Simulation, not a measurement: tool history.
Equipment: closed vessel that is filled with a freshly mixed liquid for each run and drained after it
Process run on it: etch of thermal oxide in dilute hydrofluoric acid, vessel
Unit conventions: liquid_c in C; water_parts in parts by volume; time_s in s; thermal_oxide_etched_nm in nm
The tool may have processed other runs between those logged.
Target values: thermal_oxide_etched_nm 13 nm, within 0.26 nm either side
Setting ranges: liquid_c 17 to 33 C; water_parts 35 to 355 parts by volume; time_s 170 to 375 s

run,hour,liquid_c,water_parts,time_s,thermal_oxide_etched_nm
1,0,25,195,375,8.1194
2,6.2,25,225,375,6.7983
3,12.7,23,225,375,6.3041
4,22,23,255,375,5.349
5,28.5,26,225,375,7.0292
6,36.2,26,225,375,7.0376
7,40.9,28,205,375,8.4458
8,44.5,29.5,190,375,9.7771

Next run, 5 choices. One meets every target within its allowed miss, the rest don't. Which?
A,48.1,29.5,165,375,?
B,48.1,32,170,375,?
C,48.1,31,165,375,?
D,48.1,30.5,155,375,?
E,48.1,31,150,375,?

move,thermal_oxide_etched_nm
A,11.685
B,12.303
C,12.322
D,13.058
E,13.827
A: closes in on the targets versus the last run, not all within tolerance yet
B: closes in on the targets versus the last run, not all within tolerance yet
C: closes in on the targets versus the last run, not all within tolerance yet
D: hits every target within its allowed miss
E: the result that was furthest off in the last run now lies on the other side of its target
The move that meets every target is D.

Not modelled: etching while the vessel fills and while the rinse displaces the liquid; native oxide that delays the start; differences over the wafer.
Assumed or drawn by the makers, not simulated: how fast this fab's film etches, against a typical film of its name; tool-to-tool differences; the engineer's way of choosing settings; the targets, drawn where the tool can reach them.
